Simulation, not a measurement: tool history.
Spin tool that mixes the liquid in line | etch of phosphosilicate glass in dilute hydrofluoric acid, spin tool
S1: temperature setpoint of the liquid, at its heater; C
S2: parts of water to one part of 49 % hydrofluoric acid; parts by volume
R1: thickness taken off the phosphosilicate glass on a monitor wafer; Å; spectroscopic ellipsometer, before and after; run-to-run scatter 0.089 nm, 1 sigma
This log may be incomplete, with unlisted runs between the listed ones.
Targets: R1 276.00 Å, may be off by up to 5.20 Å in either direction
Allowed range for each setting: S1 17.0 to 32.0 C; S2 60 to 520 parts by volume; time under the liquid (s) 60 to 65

Run 1, hour 0.0: S1 24.0 C, S2 290 parts by volume, time under the liquid (s) 60. Result: R1 113.12 Å.
Run 2, hour 3.4: S1 22.0 C, S2 290 parts by volume, time under the liquid (s) 60. Result: R1 105.69 Å.
Run 3, hour 7.1: S1 24.0 C, S2 290 parts by volume, time under the liquid (s) 60. Result: R1 113.03 Å.
Run 4, hour 11.1: S1 24.0 C, S2 290 parts by volume, time under the liquid (s) 65. Result: R1 122.37 Å.
Run 5, hour 17.1: S1 25.0 C, S2 275 parts by volume, time under the liquid (s) 65. Result: R1 135.96 Å.
Run 6, hour 18.2: S1 26.0 C, S2 260 parts by volume, time under the liquid (s) 65. Result: R1 151.22 Å.
Run 7, hour 25.5: S1 30.0 C, S2 155 parts by volume, time under the liquid (s) 65. Result: R1 329.80 Å.
Run 8, hour 32.8: S1 29.5 C, S2 155 parts by volume, time under the liquid (s) 65. Result: R1 325.41 Å.
Run 9, hour 37.4: S1 25.5 C, S2 160 parts by volume, time under the liquid (s) 65. Result: R1 269.27 Å.

Next run, 4 choices. One meets every target within its allowed miss, the rest don't. Which?
Run A, hour 42.0: S1 26.0 C, S2 155 parts by volume, time under the liquid (s) 60. Result: R1 ?.
Run B, hour 42.0: S1 24.0 C, S2 150 parts by volume, time under the liquid (s) 65. Result: R1 ?.
Run C, hour 42.0: S1 26.5 C, S2 155 parts by volume, time under the liquid (s) 60. Result: R1 ?.
Run D, hour 42.0: S1 24.5 C, S2 145 parts by volume, time under the liquid (s) 65. Result: R1 ?.

move      R1
   A  263.34
   B  274.94
   C  268.29
   D  291.59
A: the biggest miss grows against the last run
B: all results land within tolerance of their targets
C: the biggest miss grows against the last run
D: takes the result that was furthest off past its target
The move that meets every target is B.
